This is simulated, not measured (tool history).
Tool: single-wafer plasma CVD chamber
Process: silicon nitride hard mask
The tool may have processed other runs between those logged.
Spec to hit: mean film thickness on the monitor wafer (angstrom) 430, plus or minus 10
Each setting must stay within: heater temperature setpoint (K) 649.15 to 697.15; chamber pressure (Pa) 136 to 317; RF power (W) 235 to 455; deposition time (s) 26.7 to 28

run  hour  heater temperature setpoint (K)  chamber pressure (Pa)  RF power (W)  deposition time (s)  mean film thickness on the monitor wafer (angstrom)
  1     0                           673.15                    227           345                   28                                               373.07
  2   5.1                           678.15                    227           345                   28                                                371.9
  3   8.5                           678.15                    241           355                   28                                               386.78
  4  13.8                           678.15                    255           360                   28                                                393.9
  5  16.7                           678.15                    255           360                 26.7                                               373.42
  6  23.4                           678.15                    255           360                 26.7                                               374.76
  7  25.7                           678.15                    261           375                 26.8                                               386.53
  8  29.7                           678.15                    268           385                 26.9                                               394.86
  9  32.9                           678.15                    273           395                   27                                               402.54
 10  36.5                           678.15                    277           400                 27.1                                               408.43
 11    43                           678.15                    281           405                 27.2                                               414.57
 12  47.3                           678.15                    285           410                 27.2                                               417.23

Pick the move, out of 4, that brings all results within their allowed miss; only one does.
  A  51.6                           678.15                    288           390                 26.7                                                    ?
  B  51.6                           686.15                    317           455                 27.5                                                    ?
  C  51.6                           683.15                    283           375                   28                                                    ?
  D  51.6                           675.15                    303           440                 26.7                                                    ?

move  mean film thickness on the monitor wafer (angstrom)
   A                                               400.71
   B                                               452.95
   C                                               409.26
   D                                                430.1
A: lands further from the targets than the last run did
B: moves the result that the last run missed by most past its target, out the other side
C: lands further from the targets than the last run did
D: in spec on every target
Correct choice: D, which meets every target

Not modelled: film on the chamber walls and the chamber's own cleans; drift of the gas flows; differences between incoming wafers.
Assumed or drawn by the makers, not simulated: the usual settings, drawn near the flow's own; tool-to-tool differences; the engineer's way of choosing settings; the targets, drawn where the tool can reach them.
